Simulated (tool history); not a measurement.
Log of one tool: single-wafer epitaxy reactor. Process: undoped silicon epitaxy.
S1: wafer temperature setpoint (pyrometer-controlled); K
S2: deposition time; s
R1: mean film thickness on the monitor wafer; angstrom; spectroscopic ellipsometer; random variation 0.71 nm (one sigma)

Run 1, hour 0.0: S1 948.15 K, S2 498 s. Result: R1 1345.8 angstrom.
Run 2, hour 6.8: S1 948.15 K, S2 529 s. Result: R1 1445.3 angstrom.
Run 3, hour 9.1: S1 948.15 K, S2 477 s. Result: R1 1303.3 angstrom.
Run 4, hour 16.8: S1 947.15 K, S2 477 s. Result: R1 1299.7 angstrom.
Run 5, hour 24.2: S1 947.15 K, S2 512 s. Result: R1 1377.4 angstrom.
Run 6, hour 29.8: S1 947.15 K, S2 552 s. Result: R1 1483.3 angstrom.
Run 7, hour 32.4: S1 944.15 K, S2 551 s. Result: R1 1391.0 angstrom.
Run 8, hour 40.8: S1 942.15 K, S2 551 s. Result: R1 1354.1 angstrom.

Forecast run 9:
Run 9, hour 48.9: S1 940.15 K, S2 551 s. Result: R1 ?.

R1: 1297.5 angstrom
